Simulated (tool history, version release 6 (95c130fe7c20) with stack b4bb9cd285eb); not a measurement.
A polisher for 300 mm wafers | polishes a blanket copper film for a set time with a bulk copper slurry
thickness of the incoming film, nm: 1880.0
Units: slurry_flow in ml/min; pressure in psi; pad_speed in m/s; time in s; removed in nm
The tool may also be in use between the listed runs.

run    day  slurry_flow  pressure  pad_speed  slurry_solids  time  removed
  1  0.000          130       1.9       1.04            1.0    51   373.23
  2  0.333          130       1.8       1.04            1.0    51   358.94
  3  0.700          130       1.8       1.04            1.1    51   366.59
  4  0.842          130       1.7       1.04            1.1    51   340.50
  5  1.071          130       1.7       1.04            1.1    46   312.70
  6  1.138          130       1.6       1.04            1.1    46   294.30
  7  1.388          110       1.0       1.02            1.1    46   176.34

For run 8, what comes out?
  8  1.438          115       1.0       1.02            1.1    46        ?

{"run 8": {"removed": 176.89}}
